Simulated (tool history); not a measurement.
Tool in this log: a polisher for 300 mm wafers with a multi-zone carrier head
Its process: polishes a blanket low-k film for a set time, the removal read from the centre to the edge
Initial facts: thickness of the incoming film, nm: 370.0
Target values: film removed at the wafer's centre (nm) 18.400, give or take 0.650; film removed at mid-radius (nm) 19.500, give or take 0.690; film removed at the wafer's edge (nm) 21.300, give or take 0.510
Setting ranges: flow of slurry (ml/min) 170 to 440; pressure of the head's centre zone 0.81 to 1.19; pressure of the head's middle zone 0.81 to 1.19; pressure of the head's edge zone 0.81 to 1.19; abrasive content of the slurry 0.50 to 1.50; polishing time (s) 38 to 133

run	hour	flow of slurry (ml/min)	pressure of the head's centre zone	pressure of the head's middle zone	pressure of the head's edge zone	abrasive content of the slurry	polishing time (s)	film removed at the wafer's centre (nm)	film removed at mid-radius (nm)	film removed at the wafer's edge (nm)
1	0.0	280	1.00	1.00	1.00	1.00	85	35.278	37.247	38.380
2	5.1	275	0.98	0.97	0.98	0.90	80	30.734	31.989	33.617
3	13.9	275	0.98	0.97	0.98	1.05	80	33.747	33.945	37.169
4	15.3	270	0.96	0.95	0.96	0.95	77	29.629	30.140	32.901
5	18.1	265	0.94	0.93	0.94	0.85	76	27.182	27.294	30.039
6	20.6	265	1.03	0.93	0.94	0.85	76	29.181	27.391	29.978
7	25.8	225	0.93	0.90	0.85	0.60	62	16.074	16.260	17.455
8	30.6	260	0.92	0.90	0.87	0.60	62	16.255	16.740	17.889
9	34.6	260	0.93	0.91	0.90	0.60	62	16.289	16.655	18.199
10	42.6	325	0.99	1.01	1.00	0.80	62	22.660	23.797	24.631
11	50.6	315	0.97	0.99	0.97	0.80	62	22.186	23.136	24.237
12	55.9	265	0.87	0.89	0.87	0.65	62	16.531	17.850	19.284
13	58.0	285	0.87	0.89	0.88	0.65	62	16.894	17.942	19.843
# hour 59.4: edge zone pressure recalibrated
14	59.4	300	0.87	0.89	0.88	0.65	62	16.540	18.092	19.284

5 candidate next runs follow, results not yet known. Just one meets every target within its allowed miss. Identify it.
A	60.8	215	0.97	0.81	0.84	0.70	65	?	?	?
B	60.8	300	0.81	0.87	0.89	0.50	73	?	?	?
C	60.8	195	0.88	0.87	0.88	0.60	77	?	?	?
D	60.8	330	0.98	0.82	0.90	0.65	63	?	?	?
E	60.8	270	1.04	0.88	0.82	0.70	57	?	?	?

move	film removed at the wafer's centre (nm)	film removed at mid-radius (nm)	film removed at the wafer's edge (nm)
A	19.900	17.734	20.148
B	14.152	15.971	17.349
C	18.367	19.182	21.051
D	19.422	17.201	19.703
E	19.389	17.168	17.877
A: gains on the last run, yet a result remains outside its allowed miss
B: its largest miss is bigger than the last run's
C: all results in spec
D: gains on the last run, yet a result remains outside its allowed miss
E: its largest miss is bigger than the last run's
Move C is the one to make.
